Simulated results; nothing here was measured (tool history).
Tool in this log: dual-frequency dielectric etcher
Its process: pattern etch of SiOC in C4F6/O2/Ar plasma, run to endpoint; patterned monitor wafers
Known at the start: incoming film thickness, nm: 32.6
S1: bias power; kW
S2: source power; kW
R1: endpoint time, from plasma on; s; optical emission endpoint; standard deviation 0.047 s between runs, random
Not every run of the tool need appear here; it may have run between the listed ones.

Run 1, hour 0: S1 0.569 kW, S2 0.26 kW. Result: R1 12.003 s.
Run 2, hour 2.6: S1 0.569 kW, S2 0.24 kW. Result: R1 12.654 s.
Run 3, hour 10.7: S1 0.507 kW, S2 0.24 kW. Result: R1 13.53 s.
Run 4, hour 17.4: S1 0.459 kW, S2 0.24 kW. Result: R1 14.372 s.
Run 5, hour 24.5: S1 0.453 kW, S2 0.24 kW. Result: R1 14.55 s.
Run 6, hour 32.1: S1 0.45 kW, S2 0.24 kW. Result: R1 14.535 s.

Run 7 is up next; what results do you expect?
Run 7, hour 35: S1 0.422 kW, S2 0.24 kW. Result: R1 ?.

R1: 15.225 s

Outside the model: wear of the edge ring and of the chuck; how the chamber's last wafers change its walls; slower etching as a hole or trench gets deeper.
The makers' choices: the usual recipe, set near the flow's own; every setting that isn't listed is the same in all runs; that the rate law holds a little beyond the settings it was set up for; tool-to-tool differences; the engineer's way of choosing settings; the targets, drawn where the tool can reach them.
